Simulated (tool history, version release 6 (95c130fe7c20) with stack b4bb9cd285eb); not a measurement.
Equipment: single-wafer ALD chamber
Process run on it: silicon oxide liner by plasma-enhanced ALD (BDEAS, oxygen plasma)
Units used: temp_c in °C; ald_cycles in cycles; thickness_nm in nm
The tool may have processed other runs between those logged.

run	hour	temp_c	ald_cycles	thickness_nm
1	0	310	81	7.7238
2	1.1	303	81	7.8168
3	2.3	295	81	7.9514
4	11.2	296	80	7.9067
5	15.5	298	79	7.6665
6	22.5	306	79	7.6384

Run 7 has not been measured yet. What should we expect?
7	26.7	307	78	?

thickness_nm: 7.4237 nm
